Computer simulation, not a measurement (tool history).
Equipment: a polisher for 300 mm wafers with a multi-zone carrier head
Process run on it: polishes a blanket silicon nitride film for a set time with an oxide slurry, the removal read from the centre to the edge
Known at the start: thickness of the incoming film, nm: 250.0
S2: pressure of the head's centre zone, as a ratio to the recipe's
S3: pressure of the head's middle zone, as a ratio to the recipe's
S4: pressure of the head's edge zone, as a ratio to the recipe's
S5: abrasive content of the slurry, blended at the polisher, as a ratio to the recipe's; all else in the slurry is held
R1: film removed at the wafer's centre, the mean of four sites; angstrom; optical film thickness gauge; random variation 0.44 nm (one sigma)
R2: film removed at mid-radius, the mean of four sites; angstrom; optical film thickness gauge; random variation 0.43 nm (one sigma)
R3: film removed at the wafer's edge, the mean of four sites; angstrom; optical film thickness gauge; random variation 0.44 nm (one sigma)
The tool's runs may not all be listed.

run 1 hour=0.0 | flow_of_slurry_(ml/min)=305 S2=1.00 S3=1.00 S4=1.00 S5=1.00 polishing_time_(s)=72 | R1=544.76 R2=537.30 R3=543.20
run 2 hour=7.4 | flow_of_slurry_(ml/min)=305 S2=0.97 S3=0.99 S4=0.99 S5=0.90 polishing_time_(s)=71 | R1=522.73 R2=504.86 R3=506.33
run 3 hour=16.3 | flow_of_slurry_(ml/min)=305 S2=1.05 S3=0.99 S4=0.99 S5=0.90 polishing_time_(s)=71 | R1=545.05 R2=504.35 R3=507.65
run 4 hour=22.9 | flow_of_slurry_(ml/min)=305 S2=1.05 S3=0.99 S4=1.03 S5=0.90 polishing_time_(s)=71 | R1=559.01 R2=523.25 R3=502.31
run 5 hour=24.3 | flow_of_slurry_(ml/min)=305 S2=1.05 S3=0.99 S4=1.09 S5=0.90 polishing_time_(s)=71 | R1=556.53 R2=514.40 R3=529.92
run 6 hour=33.2 | flow_of_slurry_(ml/min)=305 S2=1.05 S3=0.99 S4=1.09 S5=0.90 polishing_time_(s)=58 | R1=436.15 R2=419.89 R3=434.00
run 7 hour=35.8 | flow_of_slurry_(ml/min)=305 S2=1.02 S3=1.00 S4=1.09 S5=0.85 polishing_time_(s)=58 | R1=425.69 R2=405.55 R3=421.11
-- hour=42.9 worn pad replaced by a new one
run 8 hour=42.9 | flow_of_slurry_(ml/min)=300 S2=0.98 S3=1.02 S4=1.09 S5=0.85 polishing_time_(s)=58 | R1=469.84 R2=490.98 R3=488.68
run 9 hour=51.1 | flow_of_slurry_(ml/min)=285 S2=0.95 S3=1.01 S4=1.05 S5=0.85 polishing_time_(s)=56 | R1=438.87 R2=468.73 R3=456.32

Predict the results of run 10:
run 10 hour=59.1 | flow_of_slurry_(ml/min)=280 S2=0.92 S3=1.00 S4=1.05 S5=0.85 polishing_time_(s)=54 | R1=? R2=? R3=?

For run 10 the tool returned R1 413.53 angstrom, R2 439.38 angstrom, R3 436.28 angstrom.
